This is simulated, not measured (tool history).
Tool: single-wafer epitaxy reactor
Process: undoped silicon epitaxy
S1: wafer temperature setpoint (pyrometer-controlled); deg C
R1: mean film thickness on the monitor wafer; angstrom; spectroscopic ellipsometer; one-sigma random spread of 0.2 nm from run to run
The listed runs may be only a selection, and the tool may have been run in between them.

Run 1, hour 0: S1 645 deg C, deposition time (s) 288. Result: R1 398.5 angstrom.
Run 2, hour 3.7: S1 645 deg C, deposition time (s) 253. Result: R1 349.87 angstrom.
Run 3, hour 4.8: S1 653 deg C, deposition time (s) 253. Result: R1 417.2 angstrom.
Run 4, hour 7: S1 653 deg C, deposition time (s) 215. Result: R1 354.08 angstrom.
Run 5, hour 15.1: S1 659 deg C, deposition time (s) 215. Result: R1 404.84 angstrom.
Run 6, hour 21.9: S1 661 deg C, deposition time (s) 224. Result: R1 438.15 angstrom.
Run 7, hour 29.3: S1 663 deg C, deposition time (s) 232. Result: R1 473.62 angstrom.

Expected results for the next run?
Run 8, hour 37.4: S1 664 deg C, deposition time (s) 238. Result: R1 ?.

For run 8 the tool returned R1 495.03 angstrom.

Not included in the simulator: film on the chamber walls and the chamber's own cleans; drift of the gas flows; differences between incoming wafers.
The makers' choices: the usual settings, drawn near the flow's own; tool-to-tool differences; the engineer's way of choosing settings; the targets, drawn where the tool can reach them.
